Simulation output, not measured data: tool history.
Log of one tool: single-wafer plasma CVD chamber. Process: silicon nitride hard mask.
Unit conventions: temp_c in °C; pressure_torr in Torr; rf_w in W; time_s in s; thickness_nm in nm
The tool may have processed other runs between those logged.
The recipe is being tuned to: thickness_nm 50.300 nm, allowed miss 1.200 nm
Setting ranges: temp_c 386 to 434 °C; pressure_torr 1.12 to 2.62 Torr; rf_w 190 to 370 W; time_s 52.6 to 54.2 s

{"run": 1, "day": 0.0, "temp_c": 410, "pressure_torr": 1.87, "rf_w": 280, "time_s": 52.6, "thickness_nm": 61.813}
{"run": 2, "day": 0.204, "temp_c": 410, "pressure_torr": 1.81, "rf_w": 275, "time_s": 52.6, "thickness_nm": 60.219}
{"run": 3, "day": 0.483, "temp_c": 410, "pressure_torr": 1.75, "rf_w": 270, "time_s": 52.6, "thickness_nm": 58.407}
{"run": 4, "day": 0.779, "temp_c": 410, "pressure_torr": 1.54, "rf_w": 270, "time_s": 52.6, "thickness_nm": 57.633}
{"run": 5, "day": 1.05, "temp_c": 401, "pressure_torr": 1.54, "rf_w": 270, "time_s": 52.6, "thickness_nm": 57.124}
{"run": 6, "day": 1.179, "temp_c": 401, "pressure_torr": 1.54, "rf_w": 245, "time_s": 52.6, "thickness_nm": 51.977}
{"run": 7, "day": 1.408, "temp_c": 401, "pressure_torr": 1.53, "rf_w": 245, "time_s": 52.6, "thickness_nm": 52.618}
{"run": 8, "day": 1.754, "temp_c": 401, "pressure_torr": 1.31, "rf_w": 235, "time_s": 52.6, "thickness_nm": 48.32}
{"run": 9, "day": 1.946, "temp_c": 401, "pressure_torr": 1.33, "rf_w": 235, "time_s": 52.6, "thickness_nm": 48.012}
{"run": 10, "day": 2.125, "temp_c": 401, "pressure_torr": 1.35, "rf_w": 235, "time_s": 52.6, "thickness_nm": 48.252}
{"run": 11, "day": 2.329, "temp_c": 401, "pressure_torr": 1.37, "rf_w": 235, "time_s": 52.6, "thickness_nm": 48.902}

Consider the 4 candidate settings below. Which is the only one whose results all fall within their allowed miss of target?
{"run": "A", "day": 2.533, "temp_c": 386, "pressure_torr": 1.58, "rf_w": 220, "time_s": 53.3, "thickness_nm": "?"}
{"run": "B", "day": 2.533, "temp_c": 399, "pressure_torr": 1.88, "rf_w": 210, "time_s": 54.2, "thickness_nm": "?"}
{"run": "C", "day": 2.533, "temp_c": 404, "pressure_torr": 1.47, "rf_w": 230, "time_s": 54.2, "thickness_nm": "?"}
{"run": "D", "day": 2.533, "temp_c": 402, "pressure_torr": 1.24, "rf_w": 225, "time_s": 52.6, "thickness_nm": "?"}

move=A thickness_nm=47.321
move=B thickness_nm=47.448
move=C thickness_nm=49.109
move=D thickness_nm=44.673
A: its largest miss is bigger than the last run's
B: its largest miss is bigger than the last run's
C: all results in spec
D: its largest miss is bigger than the last run's
Answer: C
